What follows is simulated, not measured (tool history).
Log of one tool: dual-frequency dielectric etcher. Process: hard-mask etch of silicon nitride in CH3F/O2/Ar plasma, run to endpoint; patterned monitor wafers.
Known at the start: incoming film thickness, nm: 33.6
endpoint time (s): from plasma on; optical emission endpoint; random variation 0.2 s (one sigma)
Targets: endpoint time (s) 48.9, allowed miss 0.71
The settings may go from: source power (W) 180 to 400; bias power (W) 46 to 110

run    day  source power (W)  bias power (W)  endpoint time (s)
  1      0               290              78             56.062
  2  0.188               290              88             54.629
  3  0.312               290              77             56.952
  4  0.675               320              77             55.183
  5  0.729               330              79             53.846
  6  0.771               340              80             53.078
  7  1.033               350              81             52.795
  8  1.192               360              82             51.758
  9  1.346               360              83             51.535
 10  1.475               380              85             50.751
 11  1.642               380              86             50.038
 12  1.975               390              87             49.844

5 next moves are on the table. One of them brings every result within its allowed miss. Which?
  A  2.308               400              83                  ?
  B  2.308               330              97                  ?
  C  2.308               380              85                  ?
  D  2.308               380              87                  ?
  E  2.308               390              91                  ?

move  endpoint time (s)
   A             50.119
   B             50.725
   C              50.58
   D             50.222
   E             49.125
A: further off than the last run
B: further off than the last run
C: further off than the last run
D: further off than the last run
E: meets every target
Move E is the one to make.

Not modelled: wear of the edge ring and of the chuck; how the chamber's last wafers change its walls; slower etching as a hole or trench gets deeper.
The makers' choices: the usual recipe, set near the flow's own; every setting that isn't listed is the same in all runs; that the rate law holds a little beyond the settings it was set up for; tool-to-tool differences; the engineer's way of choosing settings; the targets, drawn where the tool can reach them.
